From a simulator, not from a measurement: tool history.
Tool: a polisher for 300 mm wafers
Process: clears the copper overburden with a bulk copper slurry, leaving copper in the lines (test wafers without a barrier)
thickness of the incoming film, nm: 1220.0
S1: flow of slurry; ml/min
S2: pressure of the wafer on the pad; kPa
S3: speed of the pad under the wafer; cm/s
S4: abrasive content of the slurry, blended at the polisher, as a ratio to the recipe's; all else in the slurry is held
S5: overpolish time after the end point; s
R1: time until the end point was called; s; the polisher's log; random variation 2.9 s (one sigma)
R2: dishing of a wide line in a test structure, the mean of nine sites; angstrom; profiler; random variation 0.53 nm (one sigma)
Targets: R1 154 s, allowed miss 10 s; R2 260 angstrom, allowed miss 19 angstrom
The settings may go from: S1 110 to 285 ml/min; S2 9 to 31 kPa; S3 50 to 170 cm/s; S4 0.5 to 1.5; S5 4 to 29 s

run	day	S1	S2	S3	S4	S5	R1	R2
1	0	180	20	110	1	15	116.23	1011.4
2	0.204	180	16.5	112	1	12	140.8	726.4
3	0.396	180	21.4	112	1	12	111.75	885.77
4	0.642	200	21.4	112	1	12	107.32	897.38
5	0.754	155	21.4	112	1	12	114.74	867.74
6	0.879	175	21.4	112	1	12	107.7	923.27
7	0.933	205	17.9	114	0.95	10	129.29	692.62
8	1.05	230	15.2	122	0.8	8	144.84	500.56
9	1.204	245	13.1	132	0.7	7	160.58	415.29
10	1.362	255	11.7	142	0.65	6	163.28	339.41
11	1.671	260	11	150	0.6	5	167.24	288.7
12	1.942	260	11	154	0.6	5	161.08	284.32
13	2.2	260	11	156	0.6	5	159.73	282.83
14	2.388	255	9	170	0.6	4	182.38	226.22
15	2.667	260	9.7	170	0.6	4	166.82	233.92

4 next moves are on the table. One of them brings every result within its allowed miss. Which?
A	2.946	255	11.7	164	0.5	4	?	?
B	2.946	280	11.7	162	0.5	5	?	?
C	2.946	255	9.7	162	0.6	4	?	?
D	2.946	275	9	164	0.6	4	?	?

move	R1	R2
A	151.37	260.93
B	151.89	317.87
C	176.48	224.95
D	185.61	214.13
A: meets every target
B: takes the result that was furthest off past its target
C: further off than the last run
D: further off than the last run
Answer: A
